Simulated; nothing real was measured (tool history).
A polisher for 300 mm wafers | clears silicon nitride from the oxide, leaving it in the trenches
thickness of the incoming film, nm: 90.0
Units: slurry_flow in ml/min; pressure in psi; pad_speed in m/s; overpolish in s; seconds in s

{"run": 1, "day": 0.0, "slurry_flow": 305, "pressure": 3.2, "pad_speed": 0.78, "overpolish": 25, "seconds": 96.06}
{"run": 2, "day": 0.079, "slurry_flow": 305, "pressure": 3.6, "pad_speed": 0.8, "overpolish": 25, "seconds": 80.292}
{"run": 3, "day": 0.412, "slurry_flow": 305, "pressure": 3.8, "pad_speed": 0.8, "overpolish": 25, "seconds": 78.124}
{"run": 4, "day": 0.504, "slurry_flow": 305, "pressure": 4, "pad_speed": 0.82, "overpolish": 25, "seconds": 69.955}
{"run": 5, "day": 0.612, "slurry_flow": 305, "pressure": 4.3, "pad_speed": 0.82, "overpolish": 25, "seconds": 67.878}
{"run": 6, "day": 0.808, "slurry_flow": 235, "pressure": 4.3, "pad_speed": 0.82, "overpolish": 25, "seconds": 72.068}

Forecast run 7:
{"run": 7, "day": 0.962, "slurry_flow": 245, "pressure": 4.4, "pad_speed": 0.82, "overpolish": 25, "seconds": "?"}

Run 7 gave seconds 66.606 s.
